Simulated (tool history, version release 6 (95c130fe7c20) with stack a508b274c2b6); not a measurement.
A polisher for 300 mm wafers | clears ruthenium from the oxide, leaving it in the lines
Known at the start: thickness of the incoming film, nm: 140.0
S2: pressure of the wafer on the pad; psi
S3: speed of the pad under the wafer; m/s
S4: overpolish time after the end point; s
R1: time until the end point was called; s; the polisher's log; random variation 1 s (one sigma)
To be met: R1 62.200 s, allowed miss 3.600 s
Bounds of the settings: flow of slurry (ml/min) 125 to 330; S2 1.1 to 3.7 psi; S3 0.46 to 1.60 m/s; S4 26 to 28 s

run 1 hour=0.0 | flow_of_slurry_(ml/min)=210 S2=2.4 S3=1.02 S4=26 | R1=124.970
run 2 hour=6.6 | flow_of_slurry_(ml/min)=210 S2=2.4 S3=1.02 S4=26 | R1=120.880
run 3 hour=11.7 | flow_of_slurry_(ml/min)=210 S2=2.1 S3=1.02 S4=26 | R1=149.120
run 4 hour=17.5 | flow_of_slurry_(ml/min)=210 S2=2.4 S3=1.02 S4=26 | R1=124.210
run 5 hour=20.4 | flow_of_slurry_(ml/min)=210 S2=2.7 S3=1.04 S4=26 | R1=111.950
run 6 hour=26.4 | flow_of_slurry_(ml/min)=210 S2=3.0 S3=1.12 S4=26 | R1=92.402
run 7 hour=32.3 | flow_of_slurry_(ml/min)=210 S2=3.2 S3=1.16 S4=26 | R1=81.123
run 8 hour=36.8 | flow_of_slurry_(ml/min)=210 S2=3.3 S3=1.18 S4=26 | R1=79.656
run 9 hour=44.9 | flow_of_slurry_(ml/min)=210 S2=3.4 S3=1.22 S4=26 | R1=77.857
run 10 hour=49.7 | flow_of_slurry_(ml/min)=215 S2=3.5 S3=1.28 S4=26 | R1=71.185
run 11 hour=53.9 | flow_of_slurry_(ml/min)=215 S2=3.6 S3=1.30 S4=26 | R1=68.977

5 next moves are on the table. One of them brings every result within its allowed miss. Which?
run A hour=58.1 | flow_of_slurry_(ml/min)=195 S2=3.7 S3=1.54 S4=26 | R1=?
run B hour=58.1 | flow_of_slurry_(ml/min)=210 S2=3.4 S3=1.22 S4=26 | R1=?
run C hour=58.1 | flow_of_slurry_(ml/min)=195 S2=3.7 S3=1.56 S4=26 | R1=?
run D hour=58.1 | flow_of_slurry_(ml/min)=205 S2=3.7 S3=1.40 S4=26 | R1=?
run E hour=58.1 | flow_of_slurry_(ml/min)=200 S2=3.3 S3=1.28 S4=26 | R1=?

move=A R1=55.186
move=B R1=74.058
move=C R1=54.517
move=D R1=60.074
move=E R1=73.263
A: takes the result that was furthest off past its target
B: further off than the last run
C: takes the result that was furthest off past its target
D: meets every target
E: further off than the last run
Answer: D

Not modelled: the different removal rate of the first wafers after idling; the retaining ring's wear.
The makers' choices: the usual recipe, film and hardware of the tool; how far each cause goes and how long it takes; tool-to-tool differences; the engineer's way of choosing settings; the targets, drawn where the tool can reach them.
